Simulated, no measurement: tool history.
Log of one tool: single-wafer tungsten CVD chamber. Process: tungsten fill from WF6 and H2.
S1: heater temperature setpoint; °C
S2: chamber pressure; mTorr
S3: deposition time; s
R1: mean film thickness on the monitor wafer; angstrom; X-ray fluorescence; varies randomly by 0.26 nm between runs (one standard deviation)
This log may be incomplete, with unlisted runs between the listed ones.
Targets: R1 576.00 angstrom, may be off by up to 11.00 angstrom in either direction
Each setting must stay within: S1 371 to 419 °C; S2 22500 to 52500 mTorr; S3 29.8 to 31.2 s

run,hour,S1,S2,S3,R1
1,0.0,395,37500,31.2,880.04
2,7.1,390,37300,31.2,806.33
3,12.1,390,32500,31.2,767.66
4,20.8,390,32500,29.8,725.90
5,24.3,390,32500,31.2,766.84
6,32.7,390,27800,31.2,715.02
7,34.8,387,27700,31.2,676.30
8,38.5,385,27600,31.2,658.35
9,46.6,383,27500,31.2,629.92
10,52.9,382,27500,31.2,617.83
11,59.7,381,27500,31.2,609.40
12,64.8,380,27500,31.2,602.42

Exercise: of the 5 proposed moves below, exactly one satisfies all targets within the stated allowed misses. Which move is it?
A,69.9,379,26200,29.8,?
B,69.9,380,25000,31.2,?
C,69.9,383,27400,29.9,?
D,69.9,383,28800,31.2,?
E,69.9,379,30300,31.0,?

move,R1
A,552.95
B,579.79
C,606.60
D,644.86
E,606.97
A: moves the result that the last run missed by most past its target, out the other side
B: hits every target within its allowed miss
C: lands further from the targets than the last run did
D: lands further from the targets than the last run did
E: lands further from the targets than the last run did
The move that meets every target is B.

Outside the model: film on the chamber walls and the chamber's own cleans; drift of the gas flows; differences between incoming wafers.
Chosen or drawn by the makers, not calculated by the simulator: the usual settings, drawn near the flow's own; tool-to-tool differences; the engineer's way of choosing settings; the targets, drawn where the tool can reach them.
